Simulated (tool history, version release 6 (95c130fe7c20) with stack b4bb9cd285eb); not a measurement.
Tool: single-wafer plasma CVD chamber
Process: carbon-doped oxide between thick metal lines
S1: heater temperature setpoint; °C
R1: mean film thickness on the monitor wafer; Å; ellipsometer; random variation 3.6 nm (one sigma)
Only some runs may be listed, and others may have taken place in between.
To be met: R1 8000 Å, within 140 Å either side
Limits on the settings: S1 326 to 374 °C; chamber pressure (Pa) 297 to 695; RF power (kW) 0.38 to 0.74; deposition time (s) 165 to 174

{"run": 1, "day": 0.0, "S1": 350, "chamber pressure (Pa)": 496, "RF power (kW)": 0.56, "deposition time (s)": 174, "R1": 9347.3}
{"run": 2, "day": 0.167, "S1": 350, "chamber pressure (Pa)": 496, "RF power (kW)": 0.515, "deposition time (s)": 174, "R1": 8867.6}
{"run": 3, "day": 0.529, "S1": 353, "chamber pressure (Pa)": 464, "RF power (kW)": 0.505, "deposition time (s)": 174, "R1": 8681.8}
{"run": 4, "day": 0.858, "S1": 343, "chamber pressure (Pa)": 464, "RF power (kW)": 0.505, "deposition time (s)": 174, "R1": 9007.9}
{"run": 5, "day": 1.0, "S1": 343, "chamber pressure (Pa)": 464, "RF power (kW)": 0.55, "deposition time (s)": 174, "R1": 9330.6}
{"run": 6, "day": 1.038, "S1": 350, "chamber pressure (Pa)": 464, "RF power (kW)": 0.55, "deposition time (s)": 174, "R1": 9175.3}
{"run": 7, "day": 1.288, "S1": 353, "chamber pressure (Pa)": 443, "RF power (kW)": 0.53, "deposition time (s)": 174, "R1": 8903.8}
{"run": 8, "day": 1.654, "S1": 360, "chamber pressure (Pa)": 347, "RF power (kW)": 0.445, "deposition time (s)": 173, "R1": 7604.1}

Exercise: of the 4 proposed moves below, exactly one satisfies all targets within the stated allowed misses. Which move is it?
{"run": "A", "day": 2.021, "S1": 352, "chamber pressure (Pa)": 297, "RF power (kW)": 0.5, "deposition time (s)": 165, "R1": "?"}
{"run": "B", "day": 2.021, "S1": 372, "chamber pressure (Pa)": 404, "RF power (kW)": 0.45, "deposition time (s)": 174, "R1": "?"}
{"run": "C", "day": 2.021, "S1": 374, "chamber pressure (Pa)": 336, "RF power (kW)": 0.44, "deposition time (s)": 170, "R1": "?"}
{"run": "D", "day": 2.021, "S1": 364, "chamber pressure (Pa)": 353, "RF power (kW)": 0.465, "deposition time (s)": 172, "R1": "?"}

move=A R1=7957
move=B R1=7587.9
move=C R1=7179.5
move=D R1=7745
A: every result lands within tolerance
B: about as far from the targets as the last run
C: misses by more than the last run did
D: closes in on the targets versus the last run, not all within tolerance yet
Move A is the one to make.
